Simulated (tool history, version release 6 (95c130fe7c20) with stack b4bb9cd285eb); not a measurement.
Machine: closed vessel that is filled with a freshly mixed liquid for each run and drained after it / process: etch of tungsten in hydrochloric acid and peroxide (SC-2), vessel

| run | hour | temperature setpoint of the liquid (K) | parts of water to one part each of 37 % hydrochloric acid and 30 % peroxide (parts by volume) | time in the liquid (s) | thickness taken off the tungsten on a monitor wafer (nm) |
|---|---|---|---|---|---|
| 1 | 0.0 | 325.15 | 6.5 | 90 | 23.641 |
| 2 | 3.8 | 321.15 | 6.5 | 90 | 18.086 |
| 3 | 11.7 | 321.65 | 6.5 | 90 | 18.844 |
| 4 | 17.6 | 321.65 | 4.5 | 90 | 24.512 |
| 5 | 18.4 | 320.65 | 4.5 | 90 | 22.665 |
| 6 | 20.7 | 320.65 | 4.0 | 90 | 24.833 |

Predict the results of run 7:
| 7 | 23.5 | 319.65 | 4.0 | 90 | ? |

Run 7 came out at thickness taken off the tungsten on a monitor wafer (nm) 23.127.
